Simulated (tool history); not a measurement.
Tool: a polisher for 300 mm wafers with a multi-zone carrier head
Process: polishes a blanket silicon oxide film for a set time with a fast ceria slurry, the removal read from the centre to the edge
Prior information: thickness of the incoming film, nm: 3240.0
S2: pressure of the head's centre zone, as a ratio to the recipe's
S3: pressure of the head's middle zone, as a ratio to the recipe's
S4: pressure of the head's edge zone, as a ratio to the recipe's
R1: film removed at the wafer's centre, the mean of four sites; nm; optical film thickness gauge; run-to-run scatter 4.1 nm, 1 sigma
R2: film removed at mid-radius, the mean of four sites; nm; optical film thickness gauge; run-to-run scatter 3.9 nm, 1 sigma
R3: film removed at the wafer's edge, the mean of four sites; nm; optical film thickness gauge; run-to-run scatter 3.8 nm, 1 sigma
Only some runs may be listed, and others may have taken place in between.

{"run": 1, "hour": 0.0, "flow of slurry (ml/min)": 200, "S2": 1.0, "S3": 1.0, "S4": 1.0, "polishing time (s)": 57, "R1": 547.98, "R2": 544.2, "R3": 567.91}
{"run": 2, "hour": 3.6, "flow of slurry (ml/min)": 200, "S2": 1.0, "S3": 1.0, "S4": 0.96, "polishing time (s)": 48, "R1": 467.15, "R2": 461.28, "R3": 469.64}
{"run": 3, "hour": 5.5, "flow of slurry (ml/min)": 200, "S2": 1.0, "S3": 0.99, "S4": 0.93, "polishing time (s)": 43, "R1": 415.85, "R2": 410.36, "R3": 418.64}
{"run": 4, "hour": 9.5, "flow of slurry (ml/min)": 200, "S2": 1.0, "S3": 0.99, "S4": 0.89, "polishing time (s)": 43, "R1": 416.44, "R2": 413.58, "R3": 402.08}
{"run": 5, "hour": 12.6, "flow of slurry (ml/min)": 195, "S2": 0.99, "S3": 0.97, "S4": 0.87, "polishing time (s)": 41, "R1": 388.24, "R2": 387.82, "R3": 385.57}
{"run": 6, "hour": 21.0, "flow of slurry (ml/min)": 195, "S2": 0.99, "S3": 0.9, "S4": 0.87, "polishing time (s)": 41, "R1": 396.86, "R2": 364.86, "R3": 383.52}
{"run": 7, "hour": 24.6, "flow of slurry (ml/min)": 190, "S2": 0.99, "S3": 0.91, "S4": 0.85, "polishing time (s)": 39, "R1": 375.7, "R2": 345.07, "R3": 363.33}

Estimate the outcome of run 8 from the log above:
{"run": 8, "hour": 29.7, "flow of slurry (ml/min)": 190, "S2": 0.99, "S3": 0.93, "S4": 0.84, "polishing time (s)": 38, "R1": "?", "R2": "?", "R3": "?"}

R1: 366.90 nm
R2: 338.04 nm
R3: 355.35 nm

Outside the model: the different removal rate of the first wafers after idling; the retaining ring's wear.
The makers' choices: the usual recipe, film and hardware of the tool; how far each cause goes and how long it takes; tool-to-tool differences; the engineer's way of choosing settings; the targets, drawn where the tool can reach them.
